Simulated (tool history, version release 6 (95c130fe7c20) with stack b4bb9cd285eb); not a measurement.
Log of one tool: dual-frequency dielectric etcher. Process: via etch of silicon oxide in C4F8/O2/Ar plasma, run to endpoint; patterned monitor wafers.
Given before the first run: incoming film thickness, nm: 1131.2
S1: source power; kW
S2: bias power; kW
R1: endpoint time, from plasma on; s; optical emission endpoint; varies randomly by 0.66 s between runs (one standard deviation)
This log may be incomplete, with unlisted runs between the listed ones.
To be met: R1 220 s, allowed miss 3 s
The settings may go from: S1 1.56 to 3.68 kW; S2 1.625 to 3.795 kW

run	hour	S1	S2	R1
1	0	2.62	2.71	176.89
2	7.7	2.38	2.581	189.76
3	11.7	2.38	2.815	183.02
4	16	2.38	2.577	190.45
5	24.2	2.38	2.753	185.36
6	30.2	1.96	2.753	203.93
7	36.6	1.88	2.748	207.95
8	44.4	1.82	2.744	212.19
9	45.1	1.82	2.744	212.21
10	47.2	1.79	2.742	213.81
11	47.8	1.59	2.719	228.2
12	48.8	1.62	2.72	226.39
13	55.5	1.64	2.721	224.03

Pick the move, out of 4, that brings all results within their allowed miss; only one does.
A	62.2	1.83	2.471	?
B	62.2	1.73	2.947	?
C	62.2	1.84	2.646	?
D	62.2	1.83	2.764	?

move	R1
A	221
B	212.35
C	214.55
D	211.51
A: all results in spec
B: carries the result that was furthest off beyond its target, to the other side
C: carries the result that was furthest off beyond its target, to the other side
D: carries the result that was furthest off beyond its target, to the other side
Move A is the one to make.
